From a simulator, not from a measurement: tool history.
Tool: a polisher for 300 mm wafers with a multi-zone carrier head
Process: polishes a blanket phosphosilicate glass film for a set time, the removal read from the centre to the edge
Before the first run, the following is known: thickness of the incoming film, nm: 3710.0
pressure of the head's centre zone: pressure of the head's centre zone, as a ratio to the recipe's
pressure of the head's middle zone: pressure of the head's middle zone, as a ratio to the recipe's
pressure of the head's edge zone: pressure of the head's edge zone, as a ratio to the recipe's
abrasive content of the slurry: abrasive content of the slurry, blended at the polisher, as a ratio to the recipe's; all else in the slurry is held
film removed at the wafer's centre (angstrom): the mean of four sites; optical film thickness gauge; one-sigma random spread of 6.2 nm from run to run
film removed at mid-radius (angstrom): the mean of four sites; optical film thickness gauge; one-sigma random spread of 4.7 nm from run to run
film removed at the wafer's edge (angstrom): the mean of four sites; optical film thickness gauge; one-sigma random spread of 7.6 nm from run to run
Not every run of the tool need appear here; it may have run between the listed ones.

run,hour,flow of slurry (ml/min),pressure of the head's centre zone,pressure of the head's middle zone,pressure of the head's edge zone,abrasive content of the slurry,polishing time (s),film removed at the wafer's centre (angstrom),film removed at mid-radius (angstrom),film removed at the wafer's edge (angstrom)
1,0,270,1,1,1,1,58,5461.5,5513.1,5439.7
2,5.8,270,1.05,1,1,1,58,5602.1,5503.6,5509.2
3,12.4,270,1.05,1,1,1,71,6972.4,6672,6725.5
4,14.9,280,1.06,1.02,1,1,71,7008.1,6814.3,6820
5,22.8,285,1.08,1.04,0.99,1,71,7129.4,6914.7,6716.7
6,28.2,285,1.08,1.04,1.05,1,71,7119.3,6953.5,6991.8
7,36.4,295,1.09,1.06,1.04,1,71,7152.4,7128.9,6808.4
8,38.7,300,1.1,1.07,1.04,1,71,7221.8,7168.7,6879.4
9,41.1,305,1.11,1.08,1.04,1,71,7313.2,7190,6999.5
10,47.7,310,1.12,1.09,1.03,1,71,7339.1,7397.2,6910.8

Run 11, settings as shown, results not yet in. Your forecast:
11,56.3,315,1.13,1.09,1.03,1,71,?,?,?

{"run 11": {"film removed at the wafer's centre (angstrom)": 7344.4, "film removed at mid-radius (angstrom)": 7415.9, "film removed at the wafer's edge (angstrom)": 6947.3}}
